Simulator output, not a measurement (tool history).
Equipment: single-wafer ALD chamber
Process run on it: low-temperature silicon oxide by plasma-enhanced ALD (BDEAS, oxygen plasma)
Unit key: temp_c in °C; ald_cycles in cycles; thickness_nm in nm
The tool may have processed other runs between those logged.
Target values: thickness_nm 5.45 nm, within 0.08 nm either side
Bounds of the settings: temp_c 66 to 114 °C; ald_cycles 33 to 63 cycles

run,hour,temp_c,ald_cycles,thickness_nm
1,0,90,48,7.2584
2,3.2,90,45,6.7749
3,9.5,100,45,6.541
4,14.7,104,43,6.2118
5,18.7,110,43,6.1829
6,24.7,111,41,5.8628
7,30.8,112,40,5.6893
8,32,112,39,5.598

Exactly one of the 5 candidate moves below puts every result within its allowed miss. Which one?
A,33.2,114,40,?
B,33.2,114,37,?
C,33.2,113,37,?
D,33.2,108,38,?
E,33.2,104,39,?

move,thickness_nm
A,5.6972
B,5.27
C,5.279
D,5.4683
E,5.6504
A: misses by more than the last run did
B: pushes the last run's worst result past its target
C: pushes the last run's worst result past its target
D: all results in spec
E: misses by more than the last run did
Correct choice: D, which meets every target
